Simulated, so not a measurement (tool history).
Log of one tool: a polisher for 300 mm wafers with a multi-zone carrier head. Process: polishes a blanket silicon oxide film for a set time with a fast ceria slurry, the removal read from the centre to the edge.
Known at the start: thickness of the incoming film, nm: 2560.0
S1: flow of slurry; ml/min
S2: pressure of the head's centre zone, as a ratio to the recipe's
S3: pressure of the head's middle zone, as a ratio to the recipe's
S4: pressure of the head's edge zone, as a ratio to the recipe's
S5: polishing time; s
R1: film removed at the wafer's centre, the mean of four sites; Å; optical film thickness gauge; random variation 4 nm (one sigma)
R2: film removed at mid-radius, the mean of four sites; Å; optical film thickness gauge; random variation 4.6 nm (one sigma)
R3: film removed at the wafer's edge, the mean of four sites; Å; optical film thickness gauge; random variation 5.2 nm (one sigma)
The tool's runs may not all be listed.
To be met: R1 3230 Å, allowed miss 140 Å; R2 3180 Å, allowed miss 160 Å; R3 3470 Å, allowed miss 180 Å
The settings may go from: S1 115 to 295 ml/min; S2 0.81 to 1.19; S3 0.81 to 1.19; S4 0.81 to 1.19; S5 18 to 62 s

Run 1, hour 0: S1 190 ml/min, S2 1, S3 1, S4 1, S5 40 s. Result: R1 3825 Å, R2 4007.8 Å, R3 3968.5 Å.
Run 2, hour 2.4: S1 185 ml/min, S2 0.99, S3 0.97, S4 0.99, S5 39 s. Result: R1 3622.5 Å, R2 3785.2 Å, R3 3784.5 Å.
Run 3, hour 9.4: S1 185 ml/min, S2 0.99, S3 0.97, S4 0.99, S5 45 s. Result: R1 4120 Å, R2 4415.1 Å, R3 4526.4 Å.
Run 4, hour 10.4: S1 185 ml/min, S2 0.99, S3 0.97, S4 0.99, S5 41 s. Result: R1 3775.3 Å, R2 3911 Å, R3 4155.5 Å.
Run 5, hour 13.4: S1 185 ml/min, S2 0.99, S3 0.96, S4 0.98, S5 39 s. Result: R1 3641.7 Å, R2 3668 Å, R3 3925.7 Å.
Run 6, hour 20.1: S1 180 ml/min, S2 0.99, S3 0.96, S4 0.98, S5 38 s. Result: R1 3503.5 Å, R2 3654.7 Å, R3 3867.9 Å.
Run 7, hour 22.5: S1 185 ml/min, S2 0.99, S3 0.95, S4 0.98, S5 37 s. Result: R1 3414.1 Å, R2 3384.9 Å, R3 3795.5 Å.
Run 8, hour 27.6: S1 185 ml/min, S2 0.99, S3 0.95, S4 0.98, S5 37 s. Result: R1 3447.9 Å, R2 3484.1 Å, R3 3804 Å.
Run 9, hour 34.9: S1 185 ml/min, S2 1, S3 0.95, S4 0.98, S5 36 s. Result: R1 3425.9 Å, R2 3444.7 Å, R3 3503.6 Å.
Run 10, hour 38.2: S1 180 ml/min, S2 1, S3 0.94, S4 0.98, S5 36 s. Result: R1 3441.2 Å, R2 3356.3 Å, R3 3603.4 Å.

4 next moves are on the table. One of them brings every result within its allowed miss. Which?
Run A, hour 41.5: S1 180 ml/min, S2 1.09, S3 0.81, S4 1.04, S5 35 s. Result: R1 ?, R2 ?, R3 ?.
Run B, hour 41.5: S1 160 ml/min, S2 1.01, S3 0.93, S4 1.01, S5 35 s. Result: R1 ?, R2 ?, R3 ?.
Run C, hour 41.5: S1 170 ml/min, S2 1.01, S3 1.07, S4 1.12, S5 35 s. Result: R1 ?, R2 ?, R3 ?.
Run D, hour 41.5: S1 185 ml/min, S2 0.91, S3 0.81, S4 0.93, S5 40 s. Result: R1 ?, R2 ?, R3 ?.

move      R1      R2      R3
   A  3679.6    2924  3561.7
   B  3349.2  3225.9  3470.5
   C  3384.5  3661.3  3647.2
   D    3520  3357.3    3894
A: further off than the last run
B: meets every target
C: further off than the last run
D: further off than the last run
Answer: B
